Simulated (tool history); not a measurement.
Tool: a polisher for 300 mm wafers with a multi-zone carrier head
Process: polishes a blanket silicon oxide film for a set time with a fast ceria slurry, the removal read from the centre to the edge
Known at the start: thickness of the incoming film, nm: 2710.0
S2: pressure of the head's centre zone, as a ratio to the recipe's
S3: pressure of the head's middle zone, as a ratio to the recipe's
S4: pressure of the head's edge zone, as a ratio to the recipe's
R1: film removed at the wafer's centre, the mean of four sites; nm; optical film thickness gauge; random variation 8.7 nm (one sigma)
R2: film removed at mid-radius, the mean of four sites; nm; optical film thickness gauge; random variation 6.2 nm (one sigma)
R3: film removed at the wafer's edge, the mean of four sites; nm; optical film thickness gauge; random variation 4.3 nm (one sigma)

Run 1, hour 0.0: flow of slurry (ml/min) 220, S2 1.00, S3 1.00, S4 1.00, polishing time (s) 57. Result: R1 534.52 nm, R2 531.23 nm, R3 528.95 nm.
Run 2, hour 8.4: flow of slurry (ml/min) 230, S2 1.02, S3 1.03, S4 1.03, polishing time (s) 58. Result: R1 564.36 nm, R2 561.18 nm, R3 547.51 nm.
Run 3, hour 13.6: flow of slurry (ml/min) 240, S2 1.03, S3 1.05, S4 1.06, polishing time (s) 59. Result: R1 578.19 nm, R2 584.13 nm, R3 577.89 nm.
Run 4, hour 14.7: flow of slurry (ml/min) 250, S2 1.04, S3 1.08, S4 1.07, polishing time (s) 59. Result: R1 595.50 nm, R2 598.52 nm, R3 569.74 nm.
Run 5, hour 15.3: flow of slurry (ml/min) 285, S2 1.04, S3 1.08, S4 1.07, polishing time (s) 59. Result: R1 601.32 nm, R2 595.38 nm, R3 584.03 nm.
Run 6, hour 22.1: flow of slurry (ml/min) 285, S2 1.04, S3 1.08, S4 1.11, polishing time (s) 59. Result: R1 586.09 nm, R2 600.08 nm, R3 588.59 nm.

The next listed run, before its measurement:
Run 7, hour 26.7: flow of slurry (ml/min) 285, S2 1.05, S3 1.10, S4 1.12, polishing time (s) 60. Result: R1 ?, R2 ?, R3 ?.

Run 7 gave R1 620.40 nm, R2 617.53 nm, R3 601.60 nm.
